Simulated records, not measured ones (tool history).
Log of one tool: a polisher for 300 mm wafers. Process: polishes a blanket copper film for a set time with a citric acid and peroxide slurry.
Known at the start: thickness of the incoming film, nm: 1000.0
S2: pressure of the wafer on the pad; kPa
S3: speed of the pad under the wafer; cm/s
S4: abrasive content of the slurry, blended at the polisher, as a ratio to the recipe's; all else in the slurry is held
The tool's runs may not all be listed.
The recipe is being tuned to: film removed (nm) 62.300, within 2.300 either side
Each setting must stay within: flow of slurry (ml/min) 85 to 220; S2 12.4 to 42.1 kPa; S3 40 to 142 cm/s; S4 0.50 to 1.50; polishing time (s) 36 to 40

run 1 hour=0.0 | flow_of_slurry_(ml/min)=140 S2=26.9 S3=90 S4=1.00 polishing_time_(s)=40 | film_removed_(nm)=117.350
run 2 hour=7.4 | flow_of_slurry_(ml/min)=140 S2=24.8 S3=90 S4=1.00 polishing_time_(s)=40 | film_removed_(nm)=111.220
run 3 hour=13.1 | flow_of_slurry_(ml/min)=140 S2=24.8 S3=90 S4=1.00 polishing_time_(s)=40 | film_removed_(nm)=113.140
run 4 hour=15.2 | flow_of_slurry_(ml/min)=140 S2=23.4 S3=88 S4=1.00 polishing_time_(s)=40 | film_removed_(nm)=106.500
run 5 hour=19.2 | flow_of_slurry_(ml/min)=155 S2=23.4 S3=88 S4=1.00 polishing_time_(s)=40 | film_removed_(nm)=107.380
run 6 hour=23.0 | flow_of_slurry_(ml/min)=155 S2=22.1 S3=86 S4=1.00 polishing_time_(s)=40 | film_removed_(nm)=103.350
run 7 hour=29.4 | flow_of_slurry_(ml/min)=150 S2=20.7 S3=84 S4=1.00 polishing_time_(s)=40 | film_removed_(nm)=96.411
run 8 hour=37.1 | flow_of_slurry_(ml/min)=145 S2=19.3 S3=82 S4=1.00 polishing_time_(s)=40 | film_removed_(nm)=89.114
run 9 hour=39.4 | flow_of_slurry_(ml/min)=140 S2=18.6 S3=80 S4=1.00 polishing_time_(s)=40 | film_removed_(nm)=84.726
run 10 hour=42.1 | flow_of_slurry_(ml/min)=135 S2=17.9 S3=80 S4=1.00 polishing_time_(s)=40 | film_removed_(nm)=84.730
run 11 hour=48.5 | flow_of_slurry_(ml/min)=135 S2=17.2 S3=78 S4=1.00 polishing_time_(s)=40 | film_removed_(nm)=78.664
run 12 hour=51.7 | flow_of_slurry_(ml/min)=130 S2=16.5 S3=78 S4=1.00 polishing_time_(s)=40 | film_removed_(nm)=77.559
run 13 hour=60.1 | flow_of_slurry_(ml/min)=130 S2=15.9 S3=78 S4=1.00 polishing_time_(s)=40 | film_removed_(nm)=76.493
run 14 hour=61.9 | flow_of_slurry_(ml/min)=130 S2=15.2 S3=76 S4=1.00 polishing_time_(s)=40 | film_removed_(nm)=73.833
run 15 hour=67.5 | flow_of_slurry_(ml/min)=130 S2=14.5 S3=76 S4=1.00 polishing_time_(s)=40 | film_removed_(nm)=70.812

Below are 4 possible settings for the next run. Only one of them brings all results inside the allowed miss of their targets. Which is it?
run A hour=73.1 | flow_of_slurry_(ml/min)=105 S2=18.6 S3=82 S4=1.05 polishing_time_(s)=40 | film_removed_(nm)=?
run B hour=73.1 | flow_of_slurry_(ml/min)=140 S2=15.2 S3=70 S4=0.95 polishing_time_(s)=37 | film_removed_(nm)=?
run C hour=73.1 | flow_of_slurry_(ml/min)=130 S2=14.5 S3=94 S4=1.15 polishing_time_(s)=39 | film_removed_(nm)=?
run D hour=73.1 | flow_of_slurry_(ml/min)=125 S2=15.2 S3=82 S4=0.80 polishing_time_(s)=39 | film_removed_(nm)=?

move=A film_removed_(nm)=81.387
move=B film_removed_(nm)=61.946
move=C film_removed_(nm)=86.309
move=D film_removed_(nm)=72.084
A: lands further from the targets than the last run did
B: every result within its allowed miss
C: lands further from the targets than the last run did
D: lands further from the targets than the last run did
The move that meets every target is B.

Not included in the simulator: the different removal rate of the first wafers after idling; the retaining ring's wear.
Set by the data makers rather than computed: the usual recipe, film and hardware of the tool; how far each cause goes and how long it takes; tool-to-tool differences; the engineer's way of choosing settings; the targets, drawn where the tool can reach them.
